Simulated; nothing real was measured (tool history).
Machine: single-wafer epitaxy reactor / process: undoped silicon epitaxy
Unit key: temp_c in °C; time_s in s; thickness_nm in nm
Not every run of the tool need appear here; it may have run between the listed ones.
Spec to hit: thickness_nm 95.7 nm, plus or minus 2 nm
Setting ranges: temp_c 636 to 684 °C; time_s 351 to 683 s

{"run": 1, "hour": 0.0, "temp_c": 660, "time_s": 517, "thickness_nm": 106.15}
{"run": 2, "hour": 1.8, "temp_c": 659, "time_s": 517, "thickness_nm": 104.72}
{"run": 3, "hour": 8.5, "temp_c": 658, "time_s": 517, "thickness_nm": 102.44}
{"run": 4, "hour": 14.3, "temp_c": 657, "time_s": 517, "thickness_nm": 101.6}
{"run": 5, "hour": 17.3, "temp_c": 648, "time_s": 517, "thickness_nm": 84.595}
{"run": 6, "hour": 25.5, "temp_c": 643, "time_s": 517, "thickness_nm": 76.281}
{"run": 7, "hour": 29.8, "temp_c": 645, "time_s": 518, "thickness_nm": 79.365}
{"run": 8, "hour": 34.7, "temp_c": 647, "time_s": 518, "thickness_nm": 83.504}
{"run": 9, "hour": 37.9, "temp_c": 648, "time_s": 518, "thickness_nm": 84.54}
{"run": 10, "hour": 39.6, "temp_c": 649, "time_s": 518, "thickness_nm": 86.677}
{"run": 11, "hour": 47.5, "temp_c": 650, "time_s": 518, "thickness_nm": 87.341}
{"run": 12, "hour": 48.5, "temp_c": 651, "time_s": 518, "thickness_nm": 89.933}
{"run": 13, "hour": 56.1, "temp_c": 652, "time_s": 518, "thickness_nm": 91.012}
{"run": 14, "hour": 60.5, "temp_c": 652, "time_s": 518, "thickness_nm": 91.782}
{"run": 15, "hour": 69.2, "temp_c": 653, "time_s": 518, "thickness_nm": 93.21}

Which one of the following 4 next-run settings gets every result inside its allowed miss? There is exactly one.
{"run": "A", "hour": 77.9, "temp_c": 656, "time_s": 497, "thickness_nm": "?"}
{"run": "B", "hour": 77.9, "temp_c": 656, "time_s": 479, "thickness_nm": "?"}
{"run": "C", "hour": 77.9, "temp_c": 658, "time_s": 468, "thickness_nm": "?"}
{"run": "D", "hour": 77.9, "temp_c": 648, "time_s": 556, "thickness_nm": "?"}

move=A thickness_nm=95.256
move=B thickness_nm=91.806
move=C thickness_nm=93.248
move=D thickness_nm=91.098
A: in spec on every target
B: misses by more than the last run did
C: about as far from the targets as the last run
D: misses by more than the last run did
So the answer is move A, the one that meets all the targets.
